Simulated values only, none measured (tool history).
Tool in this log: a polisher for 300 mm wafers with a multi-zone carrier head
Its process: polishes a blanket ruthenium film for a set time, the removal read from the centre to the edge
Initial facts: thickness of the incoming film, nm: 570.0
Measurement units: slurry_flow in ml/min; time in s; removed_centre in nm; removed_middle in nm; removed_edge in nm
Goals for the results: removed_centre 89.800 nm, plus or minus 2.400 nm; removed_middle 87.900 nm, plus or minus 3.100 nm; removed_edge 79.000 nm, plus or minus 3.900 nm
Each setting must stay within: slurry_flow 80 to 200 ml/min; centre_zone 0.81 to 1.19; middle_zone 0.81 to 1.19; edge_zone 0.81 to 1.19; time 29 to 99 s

| run | hour | slurry_flow | centre_zone | middle_zone | edge_zone | time | removed_centre | removed_middle | removed_edge |
|---|---|---|---|---|---|---|---|---|---|
| 1 | 0.0 | 130 | 1.00 | 1.00 | 1.00 | 64 | 64.462 | 63.953 | 64.571 |
| 2 | 0.8 | 140 | 1.03 | 1.03 | 1.02 | 65 | 68.219 | 67.958 | 66.635 |
| 3 | 3.3 | 140 | 1.03 | 1.11 | 1.02 | 65 | 67.663 | 71.633 | 66.115 |
| 4 | 9.7 | 140 | 1.03 | 1.11 | 1.02 | 51 | 52.959 | 56.131 | 51.168 |
| 5 | 11.4 | 125 | 1.03 | 1.11 | 1.02 | 51 | 53.136 | 55.738 | 50.518 |
| 6 | 18.5 | 130 | 1.06 | 1.12 | 1.04 | 55 | 58.472 | 61.667 | 54.087 |
| 7 | 27.2 | 165 | 1.16 | 1.04 | 1.14 | 73 | 87.238 | 78.435 | 76.950 |
| 8 | 31.4 | 170 | 1.16 | 1.06 | 1.14 | 73 | 88.113 | 81.320 | 77.907 |

Which single option among these 5 for the next run brings every result within its allowed miss of target? Just one does.
| A | 35.6 | 150 | 1.19 | 1.08 | 1.19 | 74 | ? | ? | ? |
| B | 35.6 | 200 | 1.08 | 0.91 | 0.95 | 76 | ? | ? | ? |
| C | 35.6 | 185 | 1.16 | 1.06 | 1.09 | 72 | ? | ? | ? |
| D | 35.6 | 170 | 1.17 | 0.94 | 1.18 | 74 | ? | ? | ? |
| E | 35.6 | 170 | 1.15 | 1.13 | 1.10 | 75 | ? | ? | ? |

| move | removed_centre | removed_middle | removed_edge |
|---|---|---|---|
| A | 88.099 | 81.055 | 79.843 |
| B | 86.438 | 74.693 | 78.133 |
| C | 86.317 | 79.680 | 76.763 |
| D | 88.274 | 73.229 | 80.656 |
| E | 88.250 | 86.774 | 79.541 |
A: about the same distance from the targets as the last run
B: moves away from the targets compared with the last run
C: moves away from the targets compared with the last run
D: moves away from the targets compared with the last run
E: each result inside its tolerance
E meets every target.

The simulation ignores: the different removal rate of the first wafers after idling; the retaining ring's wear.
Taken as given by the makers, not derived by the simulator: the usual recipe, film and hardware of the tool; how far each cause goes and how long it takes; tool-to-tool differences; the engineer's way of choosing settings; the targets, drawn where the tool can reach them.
